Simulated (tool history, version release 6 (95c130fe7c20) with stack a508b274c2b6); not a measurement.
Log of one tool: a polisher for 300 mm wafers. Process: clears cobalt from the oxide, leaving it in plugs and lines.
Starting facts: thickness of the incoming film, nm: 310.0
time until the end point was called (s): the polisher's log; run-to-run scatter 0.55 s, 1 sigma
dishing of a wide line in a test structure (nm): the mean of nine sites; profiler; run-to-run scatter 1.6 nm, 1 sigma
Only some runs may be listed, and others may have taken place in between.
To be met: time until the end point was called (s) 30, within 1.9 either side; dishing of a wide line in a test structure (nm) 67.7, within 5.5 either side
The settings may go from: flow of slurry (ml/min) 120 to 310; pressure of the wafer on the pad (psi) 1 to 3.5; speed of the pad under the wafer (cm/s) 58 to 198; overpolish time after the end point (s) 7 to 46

run  hour  flow of slurry (ml/min)  pressure of the wafer on the pad (psi)  speed of the pad under the wafer (cm/s)  overpolish time after the end point (s)  time until the end point was called (s)  dishing of a wide line in a test structure (nm)
  1     0                      200                                     2.2                                      128                                       24                                   47.457                                           62.739
  2   4.4                      200                                     1.7                                      128                                       24                                   57.617                                           56.825
  3  10.6                      200                                       2                                      130                                       22                                   50.366                                           57.003
  4  11.3                      200                                       2                                      100                                       22                                   63.817                                           50.505
  5  19.9                      200                                     2.3                                      104                                       21                                   55.166                                           53.885
  6  24.4                      200                                     2.5                                      108                                       20                                   50.958                                            55.33
  7  29.1                      205                                     3.1                                      140                                       21                                   33.739                                           64.225
  8    30                      205                                     3.2                                      140                                       21                                   32.911                                           62.558

Next run, 5 choices. One meets every target within its allowed miss, the rest don't. Which?
  A  30.9                      245                                     2.9                                      134                                       22                                        ?                                                ?
  B  30.9                      210                                     2.8                                      130                                       19                                        ?                                                ?
  C  30.9                      165                                       3                                      140                                       22                                        ?                                                ?
  D  30.9                      120                                     3.1                                      132                                       29                                        ?                                                ?
  E  30.9                      210                                     2.8                                      170                                       26                                        ?                                                ?

move  time until the end point was called (s)  dishing of a wide line in a test structure (nm)
   A                                   36.511                                           62.391
   B                                   39.304                                           58.815
   C                                    35.83                                           62.625
   D                                   38.784                                           64.927
   E                                   30.266                                           65.995
A: the biggest miss grows against the last run
B: the biggest miss grows against the last run
C: the biggest miss grows against the last run
D: the biggest miss grows against the last run
E: every result lands within tolerance
Answer: E

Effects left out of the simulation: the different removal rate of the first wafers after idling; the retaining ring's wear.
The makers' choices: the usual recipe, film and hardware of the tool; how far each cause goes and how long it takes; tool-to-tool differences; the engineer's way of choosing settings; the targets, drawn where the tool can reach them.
